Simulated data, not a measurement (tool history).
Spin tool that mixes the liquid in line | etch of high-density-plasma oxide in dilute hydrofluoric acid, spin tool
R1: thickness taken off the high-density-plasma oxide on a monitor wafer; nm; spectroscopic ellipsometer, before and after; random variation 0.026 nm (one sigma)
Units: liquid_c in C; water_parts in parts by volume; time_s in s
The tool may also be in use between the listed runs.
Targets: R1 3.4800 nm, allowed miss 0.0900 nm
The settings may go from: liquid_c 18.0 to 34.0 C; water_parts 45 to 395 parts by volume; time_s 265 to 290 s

run 1 day=0.000 | liquid_c=26.0 water_parts=220 time_s=265 | R1=6.1125
run 2 day=0.138 | liquid_c=26.0 water_parts=220 time_s=265 | R1=6.1133
run 3 day=0.188 | liquid_c=26.0 water_parts=220 time_s=290 | R1=6.6756
run 4 day=0.271 | liquid_c=25.0 water_parts=230 time_s=290 | R1=6.0956
run 5 day=0.462 | liquid_c=24.0 water_parts=235 time_s=290 | R1=5.7347
run 6 day=0.550 | liquid_c=23.0 water_parts=245 time_s=290 | R1=5.1949
run 7 day=0.654 | liquid_c=22.0 water_parts=250 time_s=290 | R1=4.8967
run 8 day=0.938 | liquid_c=21.5 water_parts=255 time_s=290 | R1=4.6633

Which of these 4 next moves meets every target?
run A day=1.221 | liquid_c=21.5 water_parts=305 time_s=290 | R1=?
run B day=1.221 | liquid_c=18.5 water_parts=215 time_s=290 | R1=?
run C day=1.221 | liquid_c=21.0 water_parts=285 time_s=270 | R1=?
run D day=1.221 | liquid_c=24.0 water_parts=320 time_s=265 | R1=?

move=A R1=3.7643
move=B R1=5.1890
move=C R1=3.7522
move=D R1=3.5287
A: nearer than the last run, and not there yet
B: further off than the last run
C: nearer than the last run, and not there yet
D: meets every target
Move D is the one to make.
